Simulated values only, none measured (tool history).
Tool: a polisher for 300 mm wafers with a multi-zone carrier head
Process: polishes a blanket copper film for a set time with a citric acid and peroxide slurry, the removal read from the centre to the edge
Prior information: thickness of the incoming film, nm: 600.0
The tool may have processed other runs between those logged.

run,hour,flow of slurry (ml/min),pressure of the head's centre zone,pressure of the head's middle zone,pressure of the head's edge zone,abrasive content of the slurry,polishing time (s),film removed at the wafer's centre (nm),film removed at mid-radius (nm),film removed at the wafer's edge (nm)
1,0,235,1,1,1,1,78,175.1,173.12,173.18
2,7.3,290,1,1,1,1,78,176.98,179.06,173.15
3,11.5,290,1,1,1.04,1,78,181.12,179.8,178.11
4,16.3,285,1.02,1.01,1.06,1.1,79,185.57,187.29,189.11
5,18.7,290,1.04,1.01,1.05,1.15,81,199.04,193.45,198.24
6,19.8,260,1.04,1.01,1.05,1.15,81,198.35,191.95,194.03
7,23,260,1.06,1.02,1.05,1.2,82,207.34,200.81,199.5
8,26.6,260,1.08,1.03,1.06,1.25,82,214.88,203.68,201.77
9,35.3,260,1.09,1.04,1.07,1.3,82,214.89,205.97,204.56
10,39.3,260,1.1,1.04,1.07,1.35,83,222.69,214.4,205.2

Predict the results of run 11:
11,44.9,260,1.11,1.04,1.08,1.35,83,?,?,?

{"run 11": {"film removed at the wafer's centre (nm)": 225.49, "film removed at mid-radius (nm)": 208.76, "film removed at the wafer's edge (nm)": 216.78}}
